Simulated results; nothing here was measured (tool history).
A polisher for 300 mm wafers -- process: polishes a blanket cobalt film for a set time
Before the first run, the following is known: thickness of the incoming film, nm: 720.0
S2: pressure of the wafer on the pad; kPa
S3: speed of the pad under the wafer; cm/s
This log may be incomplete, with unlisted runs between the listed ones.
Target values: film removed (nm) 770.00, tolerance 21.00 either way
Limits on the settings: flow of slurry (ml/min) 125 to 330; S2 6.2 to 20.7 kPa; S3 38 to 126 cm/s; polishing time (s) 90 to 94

{"run": 1, "day": 0.0, "flow of slurry (ml/min)": 210, "S2": 13.1, "S3": 82, "polishing time (s)": 90, "film removed (nm)": 411.42}
{"run": 2, "day": 0.071, "flow of slurry (ml/min)": 250, "S2": 13.1, "S3": 82, "polishing time (s)": 90, "film removed (nm)": 425.42}
{"run": 3, "day": 0.15, "flow of slurry (ml/min)": 255, "S2": 14.5, "S3": 82, "polishing time (s)": 90, "film removed (nm)": 460.32}
{"run": 4, "day": 0.196, "flow of slurry (ml/min)": 255, "S2": 15.2, "S3": 84, "polishing time (s)": 90, "film removed (nm)": 482.68}
{"run": 5, "day": 0.312, "flow of slurry (ml/min)": 255, "S2": 15.9, "S3": 86, "polishing time (s)": 90, "film removed (nm)": 507.11}
{"run": 6, "day": 0.567, "flow of slurry (ml/min)": 255, "S2": 15.9, "S3": 102, "polishing time (s)": 90, "film removed (nm)": 597.94}
{"run": 7, "day": 0.788, "flow of slurry (ml/min)": 255, "S2": 16.5, "S3": 102, "polishing time (s)": 90, "film removed (nm)": 618.57}
{"run": 8, "day": 0.808, "flow of slurry (ml/min)": 255, "S2": 17.2, "S3": 102, "polishing time (s)": 90, "film removed (nm)": 635.17}
{"run": 9, "day": 1.05, "flow of slurry (ml/min)": 260, "S2": 17.9, "S3": 102, "polishing time (s)": 90, "film removed (nm)": 662.7}
{"run": 10, "day": 1.412, "flow of slurry (ml/min)": 265, "S2": 20.7, "S3": 102, "polishing time (s)": 90, "film removed (nm)": 730.43}

4 candidate next runs follow, results not yet known. Just one meets every target within its allowed miss. Identify it.
{"run": "A", "day": 1.775, "flow of slurry (ml/min)": 270, "S2": 20.7, "S3": 102, "polishing time (s)": 93, "film removed (nm)": "?"}
{"run": "B", "day": 1.775, "flow of slurry (ml/min)": 265, "S2": 20.7, "S3": 96, "polishing time (s)": 91, "film removed (nm)": "?"}
{"run": "C", "day": 1.775, "flow of slurry (ml/min)": 235, "S2": 20.7, "S3": 96, "polishing time (s)": 91, "film removed (nm)": "?"}
{"run": "D", "day": 1.775, "flow of slurry (ml/min)": 265, "S2": 20.0, "S3": 94, "polishing time (s)": 94, "film removed (nm)": "?"}

move=A film_removed_(nm)=755.63
move=B film_removed_(nm)=697.52
move=C film_removed_(nm)=688.02
move=D film_removed_(nm)=687.94
A: meets every target
B: moves away from the targets compared with the last run
C: moves away from the targets compared with the last run
D: moves away from the targets compared with the last run
A meets every target.
